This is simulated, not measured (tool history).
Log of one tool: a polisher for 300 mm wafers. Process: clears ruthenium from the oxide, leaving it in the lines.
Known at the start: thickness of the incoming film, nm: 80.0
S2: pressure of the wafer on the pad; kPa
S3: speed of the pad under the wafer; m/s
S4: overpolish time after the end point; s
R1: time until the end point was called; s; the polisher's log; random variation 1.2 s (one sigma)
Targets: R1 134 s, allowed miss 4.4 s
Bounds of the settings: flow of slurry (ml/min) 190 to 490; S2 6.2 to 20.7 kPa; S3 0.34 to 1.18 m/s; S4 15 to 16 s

run 1 day=0 | flow_of_slurry_(ml/min)=315 S2=13.1 S3=0.76 S4=15 | R1=93.615
run 2 day=0.217 | flow_of_slurry_(ml/min)=315 S2=13.1 S3=0.76 S4=16 | R1=95.898
run 3 day=0.354 | flow_of_slurry_(ml/min)=315 S2=15.2 S3=0.76 S4=16 | R1=85.37
run 4 day=0.696 | flow_of_slurry_(ml/min)=360 S2=15.2 S3=0.76 S4=16 | R1=81.669
run 5 day=1.021 | flow_of_slurry_(ml/min)=360 S2=11.7 S3=0.76 S4=16 | R1=98.927
run 6 day=1.362 | flow_of_slurry_(ml/min)=360 S2=11.7 S3=0.76 S4=16 | R1=102.01
run 7 day=1.629 | flow_of_slurry_(ml/min)=350 S2=11 S3=0.76 S4=16 | R1=106.16
run 8 day=1.696 | flow_of_slurry_(ml/min)=335 S2=10.3 S3=0.76 S4=16 | R1=109.65
run 9 day=1.833 | flow_of_slurry_(ml/min)=330 S2=9.7 S3=0.76 S4=16 | R1=117.72
-- day=2.067 head pressure recalibrated
run 10 day=2.067 | flow_of_slurry_(ml/min)=315 S2=9.7 S3=0.76 S4=16 | R1=108.62
run 11 day=2.438 | flow_of_slurry_(ml/min)=330 S2=9 S3=0.76 S4=16 | R1=113.4
run 12 day=2.467 | flow_of_slurry_(ml/min)=330 S2=8.3 S3=0.76 S4=16 | R1=118.64
run 13 day=2.533 | flow_of_slurry_(ml/min)=330 S2=6.2 S3=0.76 S4=16 | R1=141.48

5 next moves are on the table. One of them brings every result within its allowed miss. Which?
run A day=2.6 | flow_of_slurry_(ml/min)=310 S2=6.2 S3=0.72 S4=15 | R1=?
run B day=2.6 | flow_of_slurry_(ml/min)=255 S2=6.2 S3=0.84 S4=16 | R1=?
run C day=2.6 | flow_of_slurry_(ml/min)=320 S2=6.9 S3=0.68 S4=16 | R1=?
run D day=2.6 | flow_of_slurry_(ml/min)=305 S2=6.9 S3=0.7 S4=16 | R1=?
run E day=2.6 | flow_of_slurry_(ml/min)=365 S2=6.2 S3=0.72 S4=16 | R1=?

move=A R1=147.97
move=B R1=133.28
move=C R1=145.3
move=D R1=142.63
move=E R1=145.87
A: further off than the last run
B: meets every target
C: further off than the last run
D: further off than the last run
E: further off than the last run
Move B is the one to make.

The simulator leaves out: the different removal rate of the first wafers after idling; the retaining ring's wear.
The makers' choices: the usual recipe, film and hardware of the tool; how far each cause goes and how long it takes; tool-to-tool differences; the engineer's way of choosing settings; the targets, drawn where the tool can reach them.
